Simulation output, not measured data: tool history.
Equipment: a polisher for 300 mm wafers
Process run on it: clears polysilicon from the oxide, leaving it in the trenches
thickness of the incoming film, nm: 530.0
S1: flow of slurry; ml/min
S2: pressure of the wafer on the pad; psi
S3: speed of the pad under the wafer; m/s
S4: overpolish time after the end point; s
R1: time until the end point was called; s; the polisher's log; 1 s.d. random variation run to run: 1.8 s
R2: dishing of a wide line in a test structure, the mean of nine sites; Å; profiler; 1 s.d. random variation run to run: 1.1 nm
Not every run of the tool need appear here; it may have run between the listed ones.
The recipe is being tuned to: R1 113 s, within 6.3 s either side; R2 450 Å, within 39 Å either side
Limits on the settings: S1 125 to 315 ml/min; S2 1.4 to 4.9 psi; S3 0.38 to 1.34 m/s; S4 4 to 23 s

Run 1, hour 0: S1 205 ml/min, S2 3.1 psi, S3 0.86 m/s, S4 12 s. Result: R1 43.617 s, R2 504.35 Å.
Run 2, hour 6.9: S1 205 ml/min, S2 3.1 psi, S3 0.86 m/s, S4 15 s. Result: R1 43.221 s, R2 527.62 Å.
Run 3, hour 15: S1 200 ml/min, S2 2.6 psi, S3 0.76 m/s, S4 15 s. Result: R1 57.767 s, R2 491.57 Å.
Run 4, hour 19.2: S1 200 ml/min, S2 2.1 psi, S3 0.76 m/s, S4 15 s. Result: R1 69.157 s, R2 490.08 Å.
Run 5, hour 27.8: S1 200 ml/min, S2 1.9 psi, S3 0.7 m/s, S4 15 s. Result: R1 80.196 s, R2 443.23 Å.
Run 6, hour 30.5: S1 195 ml/min, S2 1.8 psi, S3 0.66 m/s, S4 17 s. Result: R1 94.412 s, R2 449.78 Å.
Run 7, hour 36: S1 195 ml/min, S2 1.7 psi, S3 0.66 m/s, S4 18 s. Result: R1 99.145 s, R2 452.71 Å.
Run 8, hour 39.1: S1 195 ml/min, S2 1.6 psi, S3 0.66 m/s, S4 18 s. Result: R1 106.57 s, R2 429.04 Å.
Run 9, hour 42.5: S1 195 ml/min, S2 1.7 psi, S3 0.66 m/s, S4 19 s. Result: R1 99.776 s, R2 466.47 Å.
Run 10, hour 48.9: S1 195 ml/min, S2 1.6 psi, S3 0.66 m/s, S4 19 s. Result: R1 103.26 s, R2 449.51 Å.

Which single option among these 5 for the next run brings every result within its allowed miss of target? Just one does.
Run A, hour 55.3: S1 220 ml/min, S2 1.5 psi, S3 0.74 m/s, S4 15 s. Result: R1 ?, R2 ?.
Run B, hour 55.3: S1 220 ml/min, S2 2.1 psi, S3 0.58 m/s, S4 19 s. Result: R1 ?, R2 ?.
Run C, hour 55.3: S1 170 ml/min, S2 1.5 psi, S3 0.68 m/s, S4 20 s. Result: R1 ?, R2 ?.
Run D, hour 55.3: S1 210 ml/min, S2 1.6 psi, S3 0.66 m/s, S4 20 s. Result: R1 ?, R2 ?.
Run E, hour 55.3: S1 195 ml/min, S2 1.9 psi, S3 0.64 m/s, S4 20 s. Result: R1 ?, R2 ?.

move      R1      R2
   A  97.453  429.98
   B  89.506  484.61
   C  110.37  459.34
   D  103.11  470.63
   E  91.315  489.18
A: further off than the last run
B: further off than the last run
C: meets every target
D: no nearer and no further than the last run
E: further off than the last run
Answer: C

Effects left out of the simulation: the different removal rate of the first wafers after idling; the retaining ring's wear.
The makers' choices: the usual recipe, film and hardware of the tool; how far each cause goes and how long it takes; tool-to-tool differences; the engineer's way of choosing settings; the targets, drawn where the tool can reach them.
